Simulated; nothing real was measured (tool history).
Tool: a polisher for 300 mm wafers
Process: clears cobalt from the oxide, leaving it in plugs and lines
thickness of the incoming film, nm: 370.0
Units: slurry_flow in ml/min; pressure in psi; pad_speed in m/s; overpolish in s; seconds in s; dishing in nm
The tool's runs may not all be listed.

| run | hour | slurry_flow | pressure | pad_speed | overpolish | seconds | dishing |
|---|---|---|---|---|---|---|---|
| 1 | 0 | 130 | 2.3 | 1.24 | 14 | 50.314 | 36.25 |
| 2 | 5.5 | 130 | 2.8 | 1.24 | 14 | 42.62 | 38.893 |
| 3 | 9.8 | 130 | 2.8 | 1.24 | 10 | 42.951 | 34.66 |
| 4 | 15 | 130 | 2.5 | 1.34 | 8 | 41.782 | 31.61 |
| 5 | 22.2 | 125 | 2.1 | 1.46 | 7 | 47.415 | 28.574 |
| 6 | 24.9 | 125 | 1.7 | 1.46 | 7 | 54.655 | 26.908 |
| 7 | 30.1 | 115 | 1.6 | 1.6 | 6 | 52.581 | 24.082 |

Run 8 comes next. What will it give?
| 8 | 35.8 | 115 | 1.7 | 1.62 | 5 | ? | ? |

seconds: 49.452 s
dishing: 22.085 nm
